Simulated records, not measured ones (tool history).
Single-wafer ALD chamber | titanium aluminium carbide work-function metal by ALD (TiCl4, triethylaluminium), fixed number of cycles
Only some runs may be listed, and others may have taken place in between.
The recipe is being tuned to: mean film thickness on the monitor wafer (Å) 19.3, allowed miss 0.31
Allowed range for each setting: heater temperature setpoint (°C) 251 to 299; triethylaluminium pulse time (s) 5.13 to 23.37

run	hour	heater temperature setpoint (°C)	triethylaluminium pulse time (s)	mean film thickness on the monitor wafer (Å)
1	0	275	14.25	17.845
2	1.8	275	17.63	17.897
3	10.4	279	17.63	18.123
4	16.2	281	17.69	18.579
5	17.3	273	17.69	17.771
6	19.2	273	15.77	17.65
7	28.2	275	15.88	17.809
8	30.6	277	16.01	18.11
9	36.6	278	16.02	18.157
10	45.1	280	16.07	18.317
11	47.9	281	16.13	18.412
12	50.9	282	16.18	18.557

Below are 4 possible settings for the next run. Only one of them brings all results inside the allowed miss of their targets. Which is it?
A	53.9	280	15.8	?
B	53.9	273	12.74	?
C	53.9	290	16.4	?
D	53.9	277	9.85	?

move	mean film thickness on the monitor wafer (Å)
A	18.398
B	17.643
C	19.304
D	17.642
A: the biggest miss grows against the last run
B: the biggest miss grows against the last run
C: meets every target
D: the biggest miss grows against the last run
So the answer is move C, the one that meets all the targets.
